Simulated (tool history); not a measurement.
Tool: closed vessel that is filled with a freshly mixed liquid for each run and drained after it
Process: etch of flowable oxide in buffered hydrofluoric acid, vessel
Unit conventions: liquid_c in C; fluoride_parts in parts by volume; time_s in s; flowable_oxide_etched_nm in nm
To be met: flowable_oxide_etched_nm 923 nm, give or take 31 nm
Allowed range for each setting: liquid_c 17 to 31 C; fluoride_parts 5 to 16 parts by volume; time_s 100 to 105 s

run	hour	liquid_c	fluoride_parts	time_s	flowable_oxide_etched_nm
1	0	23	9.5	100	447.7
2	8.2	24.5	9	100	507.16
3	11.1	26	9	100	545.41
4	14.4	27	8.5	100	630.19
5	17.2	27	8.5	100	606.16
6	21.8	27	8.5	100	617.99
7	30.2	28	8	100	699.91
8	34.5	28.5	8	100	697.85
9	42.8	29	7.5	100	765.54
10	46.2	29.5	7.5	100	801.27
11	54.4	30	7.5	100	815.47

Below are 4 possible settings for the next run. Only one of them brings all results inside the allowed miss of their targets. Which is it?
A	62.6	31	7.5	105	?
B	62.6	31	7	105	?
C	62.6	30.5	7.5	100	?
D	62.6	30	8.5	100	?

move	flowable_oxide_etched_nm
A	911.22
B	981.5
C	845.83
D	720.04
A: all results in spec
B: pushes the last run's worst result past its target
C: better than the last run, though not everything is in spec
D: misses by more than the last run did
Go with A: it meets all targets.
